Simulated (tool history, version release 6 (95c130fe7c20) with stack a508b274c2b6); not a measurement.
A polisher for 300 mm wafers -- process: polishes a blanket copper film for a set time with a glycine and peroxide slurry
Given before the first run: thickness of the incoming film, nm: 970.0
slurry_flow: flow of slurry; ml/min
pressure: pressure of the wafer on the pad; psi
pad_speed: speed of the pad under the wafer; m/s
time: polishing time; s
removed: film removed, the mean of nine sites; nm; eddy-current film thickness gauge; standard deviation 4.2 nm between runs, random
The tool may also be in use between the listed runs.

Run 1, hour 0: slurry_flow 270 ml/min, pressure 3.2 psi, pad_speed 1.06 m/s, time 38 s. Result: removed 196.84 nm.
Run 2, hour 4.2: slurry_flow 245 ml/min, pressure 3.2 psi, pad_speed 1.06 m/s, time 38 s. Result: removed 197.35 nm.
Run 3, hour 7: slurry_flow 245 ml/min, pressure 3.4 psi, pad_speed 1.08 m/s, time 38 s. Result: removed 206.68 nm.
Run 4, hour 9.9: slurry_flow 245 ml/min, pressure 3.1 psi, pad_speed 1.08 m/s, time 38 s. Result: removed 196.95 nm.
Run 5, hour 18.5: slurry_flow 245 ml/min, pressure 3.3 psi, pad_speed 1.12 m/s, time 38 s. Result: removed 210.69 nm.
Run 6, hour 27.3: slurry_flow 245 ml/min, pressure 3.5 psi, pad_speed 1.14 m/s, time 38 s. Result: removed 219.81 nm.

What does the tool deliver on the next run?
Run 7, hour 31.5: slurry_flow 250 ml/min, pressure 4.4 psi, pad_speed 1.34 m/s, time 38 s. Result: removed ?.

For run 7 the tool returned removed 305.56 nm.
